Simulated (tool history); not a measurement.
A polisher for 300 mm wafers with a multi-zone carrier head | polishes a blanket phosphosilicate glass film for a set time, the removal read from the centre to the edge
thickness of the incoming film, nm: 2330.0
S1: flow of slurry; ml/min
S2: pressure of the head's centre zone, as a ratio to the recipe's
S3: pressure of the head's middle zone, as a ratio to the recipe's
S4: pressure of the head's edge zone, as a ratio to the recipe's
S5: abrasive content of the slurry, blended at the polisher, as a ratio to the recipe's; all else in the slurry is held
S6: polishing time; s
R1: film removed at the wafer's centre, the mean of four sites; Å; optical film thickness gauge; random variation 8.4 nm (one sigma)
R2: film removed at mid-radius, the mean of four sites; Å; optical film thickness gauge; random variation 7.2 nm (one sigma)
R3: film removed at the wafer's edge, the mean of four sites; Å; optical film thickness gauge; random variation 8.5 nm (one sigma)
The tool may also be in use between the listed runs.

run	day	S1	S2	S3	S4	S5	S6	R1	R2	R3
1	0	205	1	1	1	1	78	6853.6	7187.4	7398.6
2	0.075	205	1.01	0.99	0.98	0.95	78	6926.5	6961	6937.5
3	0.354	200	1	0.97	0.97	0.9	78	6669.8	6589.4	6960.9
4	0.525	200	1	0.97	0.96	0.85	78	6547.5	6396.9	6662
5	0.683	230	1	0.97	0.96	0.85	78	6710.2	6464.2	6811.6
6	0.867	225	1	0.97	0.94	0.8	78	6337.1	6403.7	6424.2
7	0.967	225	1	0.96	0.93	0.75	78	6096.7	6032.4	6012.9
8	1.317	225	1	0.95	0.92	0.75	78	6070.2	6146.5	6102.6
9	1.496	225	1	0.95	0.92	0.75	78	6411.7	6024.6	6310.5

The next listed run, before its measurement:
10	1.683	225	1	0.95	0.92	0.7	78	?	?	?

R1: 5959.2 Å
R2: 5633.8 Å
R3: 6011.7 Å
